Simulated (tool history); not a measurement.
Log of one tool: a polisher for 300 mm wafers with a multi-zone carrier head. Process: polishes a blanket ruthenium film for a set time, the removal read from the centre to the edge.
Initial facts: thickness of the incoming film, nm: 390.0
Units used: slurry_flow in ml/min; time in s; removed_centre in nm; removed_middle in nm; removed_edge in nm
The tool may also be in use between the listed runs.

{"run": 1, "day": 0.0, "slurry_flow": 220, "centre_zone": 1, "middle_zone": 1, "edge_zone": 1, "time": 71, "removed_centre": 91.062, "removed_middle": 91.336, "removed_edge": 90.625}
{"run": 2, "day": 0.321, "slurry_flow": 215, "centre_zone": 0.99, "middle_zone": 1, "edge_zone": 0.96, "time": 69, "removed_centre": 85.83, "removed_middle": 88.654, "removed_edge": 83.797}
{"run": 3, "day": 0.354, "slurry_flow": 205, "centre_zone": 0.98, "middle_zone": 0.98, "edge_zone": 0.94, "time": 69, "removed_centre": 86.318, "removed_middle": 87.374, "removed_edge": 85.056}
{"run": 4, "day": 0.558, "slurry_flow": 205, "centre_zone": 0.98, "middle_zone": 0.98, "edge_zone": 0.94, "time": 84, "removed_centre": 104.39, "removed_middle": 106.37, "removed_edge": 105.16}
{"run": 5, "day": 0.754, "slurry_flow": 210, "centre_zone": 0.97, "middle_zone": 0.98, "edge_zone": 0.92, "time": 78, "removed_centre": 96.632, "removed_middle": 100.09, "removed_edge": 95.307}
{"run": 6, "day": 0.95, "slurry_flow": 210, "centre_zone": 1.03, "middle_zone": 0.98, "edge_zone": 0.92, "time": 78, "removed_centre": 101.31, "removed_middle": 99.411, "removed_edge": 96.312}
{"run": 7, "day": 1.192, "slurry_flow": 215, "centre_zone": 1.01, "middle_zone": 0.97, "edge_zone": 0.9, "time": 74, "removed_centre": 93.843, "removed_middle": 94.361, "removed_edge": 90.257}
{"run": 8, "day": 1.396, "slurry_flow": 210, "centre_zone": 1, "middle_zone": 0.96, "edge_zone": 0.88, "time": 71, "removed_centre": 90.394, "removed_middle": 89.104, "removed_edge": 83.75}

Forecast run 9:
{"run": 9, "day": 1.642, "slurry_flow": 205, "centre_zone": 0.97, "middle_zone": 0.95, "edge_zone": 0.87, "time": 70, "removed_centre": "?", "removed_middle": "?", "removed_edge": "?"}

{"run 9": {"removed_centre": 85.714, "removed_middle": 86.108, "removed_edge": 84.131}}

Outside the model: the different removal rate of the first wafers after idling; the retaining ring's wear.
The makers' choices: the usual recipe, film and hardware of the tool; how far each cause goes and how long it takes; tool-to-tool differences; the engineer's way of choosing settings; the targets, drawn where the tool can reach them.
